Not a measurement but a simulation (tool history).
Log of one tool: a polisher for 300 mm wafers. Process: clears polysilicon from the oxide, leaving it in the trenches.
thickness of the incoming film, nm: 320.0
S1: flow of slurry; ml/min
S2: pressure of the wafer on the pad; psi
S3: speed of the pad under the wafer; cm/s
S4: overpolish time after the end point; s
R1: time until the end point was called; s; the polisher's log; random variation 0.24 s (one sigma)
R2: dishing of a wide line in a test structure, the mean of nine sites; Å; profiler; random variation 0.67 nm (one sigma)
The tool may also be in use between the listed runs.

run,hour,S1,S2,S3,S4,R1,R2
1,0.0,125,1.9,78,19,40.090,556.19
2,4.2,125,1.6,78,19,47.975,523.43
3,11.1,125,1.1,78,19,66.634,478.99
4,15.3,125,1.1,68,19,76.892,443.81
5,16.9,125,1.1,68,14,76.510,372.95
6,19.3,125,1.1,68,10,75.834,301.44
7,24.8,125,1.3,68,11,65.921,359.68
8,27.2,125,1.5,68,11,56.293,389.45
9,33.5,150,2.1,70,15,39.300,521.55
10,36.5,150,2.2,70,15,37.380,534.98
11,43.6,150,2.3,70,15,35.970,538.20
12,46.2,150,2.4,72,15,33.301,548.91
13,54.9,150,2.5,74,15,31.081,550.27

Run 14 comes next. What will it give?
14,60.9,150,2.5,74,15,?,?

Run 14 gave R1 30.838 s, R2 558.37 Å.

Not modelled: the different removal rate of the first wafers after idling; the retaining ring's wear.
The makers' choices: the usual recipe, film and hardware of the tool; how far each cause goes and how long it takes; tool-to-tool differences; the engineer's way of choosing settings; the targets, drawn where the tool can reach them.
